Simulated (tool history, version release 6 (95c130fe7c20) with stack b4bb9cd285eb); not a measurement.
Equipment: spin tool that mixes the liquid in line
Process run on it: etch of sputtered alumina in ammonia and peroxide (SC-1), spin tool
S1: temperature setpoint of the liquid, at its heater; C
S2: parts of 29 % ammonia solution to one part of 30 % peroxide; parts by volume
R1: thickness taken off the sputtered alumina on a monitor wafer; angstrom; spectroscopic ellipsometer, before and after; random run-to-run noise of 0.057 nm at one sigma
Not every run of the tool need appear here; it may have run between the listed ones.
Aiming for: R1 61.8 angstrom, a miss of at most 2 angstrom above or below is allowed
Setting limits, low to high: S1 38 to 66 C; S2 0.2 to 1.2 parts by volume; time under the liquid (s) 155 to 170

{"run": 1, "hour": 0.0, "S1": 50, "S2": 0.7, "time under the liquid (s)": 155, "R1": 72.484}
{"run": 2, "hour": 5.1, "S1": 50, "S2": 0.7, "time under the liquid (s)": 170, "R1": 79.941}
{"run": 3, "hour": 6.4, "S1": 54, "S2": 0.7, "time under the liquid (s)": 170, "R1": 99.063}
{"run": 4, "hour": 13.5, "S1": 54, "S2": 0.55, "time under the liquid (s)": 170, "R1": 97.103}
{"run": 5, "hour": 20.8, "S1": 54, "S2": 0.55, "time under the liquid (s)": 155, "R1": 87.754}
{"run": 6, "hour": 25.5, "S1": 52.5, "S2": 0.55, "time under the liquid (s)": 155, "R1": 81.413}
{"run": 7, "hour": 27.7, "S1": 51.5, "S2": 0.55, "time under the liquid (s)": 155, "R1": 76.434}
{"run": 8, "hour": 29.4, "S1": 51.5, "S2": 0.55, "time under the liquid (s)": 155, "R1": 76.162}
{"run": 9, "hour": 34.7, "S1": 50.5, "S2": 0.55, "time under the liquid (s)": 155, "R1": 72.331}
{"run": 10, "hour": 40.2, "S1": 50, "S2": 0.55, "time under the liquid (s)": 155, "R1": 71.411}
{"run": 11, "hour": 43.9, "S1": 49.5, "S2": 0.55, "time under the liquid (s)": 155, "R1": 68.877}
{"run": 12, "hour": 49.7, "S1": 49, "S2": 0.55, "time under the liquid (s)": 155, "R1": 67.246}

5 candidate next runs follow, results not yet known. Just one meets every target within its allowed miss. Identify it.
{"run": "A", "hour": 55.5, "S1": 46.5, "S2": 0.65, "time under the liquid (s)": 160, "R1": "?"}
{"run": "B", "hour": 55.5, "S1": 49.5, "S2": 0.8, "time under the liquid (s)": 155, "R1": "?"}
{"run": "C", "hour": 55.5, "S1": 51, "S2": 0.8, "time under the liquid (s)": 155, "R1": "?"}
{"run": "D", "hour": 55.5, "S1": 48.5, "S2": 0.7, "time under the liquid (s)": 170, "R1": "?"}
{"run": "E", "hour": 55.5, "S1": 48.5, "S2": 0.7, "time under the liquid (s)": 155, "R1": "?"}

move=A R1=60.974
move=B R1=71.215
move=C R1=77.325
move=D R1=72.968
move=E R1=66.53
A: in spec on every target
B: misses by more than the last run did
C: misses by more than the last run did
D: misses by more than the last run did
E: closer than the last run, but not yet in spec
Go with A: it meets all targets.
